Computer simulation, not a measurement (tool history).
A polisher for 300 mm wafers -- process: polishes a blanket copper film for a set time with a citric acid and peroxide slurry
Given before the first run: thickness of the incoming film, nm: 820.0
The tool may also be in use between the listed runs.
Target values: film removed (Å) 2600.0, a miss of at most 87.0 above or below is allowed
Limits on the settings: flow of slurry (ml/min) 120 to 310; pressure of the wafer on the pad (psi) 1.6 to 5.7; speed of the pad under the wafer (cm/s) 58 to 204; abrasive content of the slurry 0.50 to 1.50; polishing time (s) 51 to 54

run	hour	flow of slurry (ml/min)	pressure of the wafer on the pad (psi)	speed of the pad under the wafer (cm/s)	abrasive content of the slurry	polishing time (s)	film removed (Å)
1	0.0	200	3.6	130	1.00	51	1639.8
2	7.1	200	3.8	130	1.00	51	1749.3
3	14.6	200	4.0	130	1.00	51	1806.0
4	16.0	200	4.0	130	1.00	51	1835.8
5	21.4	200	4.2	130	1.00	51	1945.5
6	27.7	200	4.7	130	1.00	51	2128.5
7	36.6	200	4.8	130	1.00	51	2199.1
8	41.0	200	4.9	130	1.00	51	2237.3
9	48.5	200	5.0	130	1.00	51	2283.2
10	51.4	200	5.1	130	1.00	51	2369.5
11	56.2	200	5.2	130	1.00	51	2352.0

Which single option among these 4 for the next run brings every result within its allowed miss of target? Just one does.
A	61.0	180	5.1	122	1.05	51	?
B	61.0	200	4.2	196	0.60	53	?
C	61.0	150	5.3	128	0.70	51	?
D	61.0	225	4.9	120	1.05	51	?

move	film removed (Å)
A	2142.6
B	2599.8
C	2071.7
D	2078.9
A: the biggest miss grows against the last run
B: hits every target within its allowed miss
C: the biggest miss grows against the last run
D: the biggest miss grows against the last run
B is the move that brings every result within its allowed miss.

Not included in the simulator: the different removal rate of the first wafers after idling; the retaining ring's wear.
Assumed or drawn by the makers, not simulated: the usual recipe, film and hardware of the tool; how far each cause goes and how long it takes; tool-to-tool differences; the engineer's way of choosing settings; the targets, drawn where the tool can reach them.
